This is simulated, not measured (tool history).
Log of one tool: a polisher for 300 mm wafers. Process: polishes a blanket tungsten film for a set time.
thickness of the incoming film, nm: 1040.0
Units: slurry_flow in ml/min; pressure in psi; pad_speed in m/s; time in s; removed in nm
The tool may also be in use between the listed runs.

run,hour,slurry_flow,pressure,pad_speed,slurry_solids,time,removed
1,0.0,160,3.7,1.10,1.0,46,204.76
2,2.1,160,3.7,1.00,1.0,46,194.79
3,2.6,160,3.9,1.00,1.0,46,200.29
4,9.1,160,3.9,1.00,1.0,41,177.78
5,16.4,185,3.9,1.00,1.0,41,176.86
6,21.4,185,4.2,1.02,1.0,41,200.98
7,26.9,185,4.2,1.02,1.0,41,199.45
8,30.7,185,4.4,1.02,1.0,41,204.29
9,36.4,185,4.6,1.04,1.0,41,219.42

Forecast run 10:
10,37.2,185,4.8,1.04,1.0,41,?

Run 10 gave removed 229.10 nm.
